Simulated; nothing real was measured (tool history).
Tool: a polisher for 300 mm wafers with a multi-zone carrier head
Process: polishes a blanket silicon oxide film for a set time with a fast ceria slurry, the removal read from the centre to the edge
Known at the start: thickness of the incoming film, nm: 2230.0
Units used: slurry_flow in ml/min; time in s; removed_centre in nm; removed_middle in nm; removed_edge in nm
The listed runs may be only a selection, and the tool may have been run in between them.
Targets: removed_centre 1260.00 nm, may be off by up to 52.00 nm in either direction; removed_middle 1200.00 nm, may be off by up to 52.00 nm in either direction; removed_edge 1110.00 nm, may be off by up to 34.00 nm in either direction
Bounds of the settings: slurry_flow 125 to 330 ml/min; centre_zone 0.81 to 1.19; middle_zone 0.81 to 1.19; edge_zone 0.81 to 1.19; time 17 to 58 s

run,hour,slurry_flow,centre_zone,middle_zone,edge_zone,time,removed_centre,removed_middle,removed_edge
1,0.0,210,1.00,1.00,1.00,37,917.77,939.57,932.32
2,6.0,225,1.04,1.03,1.03,38,988.18,977.97,975.75
3,6.6,235,1.07,1.06,1.03,39,1048.80,1066.10,1001.40
4,7.6,265,1.07,1.06,1.03,39,1081.60,1067.70,1016.40
5,16.1,270,1.09,1.07,1.04,40,1122.40,1089.20,1039.80
6,18.0,300,1.09,1.07,1.04,40,1146.50,1110.70,1058.20
7,21.5,300,1.10,1.08,1.05,40,1129.70,1118.30,1043.90
8,28.1,300,1.11,1.08,1.05,41,1184.40,1147.40,1093.00
9,30.6,300,1.12,1.09,1.05,41,1199.90,1169.60,1077.90
10,35.3,300,1.13,1.09,1.05,41,1199.40,1135.00,1098.70

Consider the 4 candidate settings below. Which is the only one whose results all fall within their allowed miss of target?
A,40.0,305,1.05,1.05,1.12,41,?,?,?
B,40.0,295,1.18,1.04,1.01,41,?,?,?
C,40.0,330,1.14,1.09,1.05,42,?,?,?
D,40.0,295,1.13,1.04,1.05,41,?,?,?

move,removed_centre,removed_middle,removed_edge
A,1138.20,1126.30,1119.30
B,1275.80,1113.30,1060.90
C,1276.30,1198.70,1115.10
D,1221.40,1113.50,1081.30
A: further off than the last run
B: further off than the last run
C: each result inside its tolerance
D: further off than the last run
C is the move that brings every result within its allowed miss.
